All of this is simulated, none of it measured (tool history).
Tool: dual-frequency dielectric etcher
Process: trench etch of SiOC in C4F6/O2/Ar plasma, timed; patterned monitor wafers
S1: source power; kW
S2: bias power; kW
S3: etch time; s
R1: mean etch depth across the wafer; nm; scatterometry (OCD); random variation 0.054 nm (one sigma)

run    day     S1     S2   S3      R1
  1  0.000  0.250  0.152  9.5  14.542
  2  0.221  0.250  0.163  9.5  14.529
  3  0.312  0.270  0.163  9.5  15.218
  4  0.479  0.250  0.156  9.5  14.516
  5  0.671  0.250  0.145  9.5  14.386
  6  0.904  0.280  0.145  9.5  15.137
  7  1.100  0.250  0.138  9.5  14.143
  8  1.325  0.230  0.133  9.5  13.580
  9  1.425  0.220  0.129  9.5  13.159
 10  1.688  0.210  0.126  9.5  12.833
 11  2.033  0.160  0.110  9.5  10.966

Forecast run 12:
 12  2.100  0.160  0.111  9.5   ?

{"run 12": {"R1": 10.923}}
